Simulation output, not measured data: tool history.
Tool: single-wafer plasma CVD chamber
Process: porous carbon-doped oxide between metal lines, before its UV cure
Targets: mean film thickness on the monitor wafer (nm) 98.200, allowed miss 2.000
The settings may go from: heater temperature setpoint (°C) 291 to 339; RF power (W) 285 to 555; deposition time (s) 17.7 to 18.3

run,hour,heater temperature setpoint (°C),RF power (W),deposition time (s),mean film thickness on the monitor wafer (nm)
1,0.0,315,420,17.7,76.220
2,3.3,313,430,17.7,78.621
3,5.2,311,440,17.7,79.724
4,12.6,311,440,17.7,80.178
5,15.2,309,450,17.7,82.574
6,16.8,307,460,17.7,83.615
7,17.5,307,460,17.7,85.501
8,23.6,305,465,17.7,86.348

4 next moves are on the table. One of them brings every result within its allowed miss. Which?
A,29.7,301,460,18.3,?
B,29.7,303,545,18.3,?
C,29.7,299,500,17.9,?
D,29.7,306,520,18.3,?

move,mean film thickness on the monitor wafer (nm)
A,91.528
B,98.906
C,94.878
D,94.696
A: nearer than the last run, and not there yet
B: meets every target
C: nearer than the last run, and not there yet
D: nearer than the last run, and not there yet
Answer: B
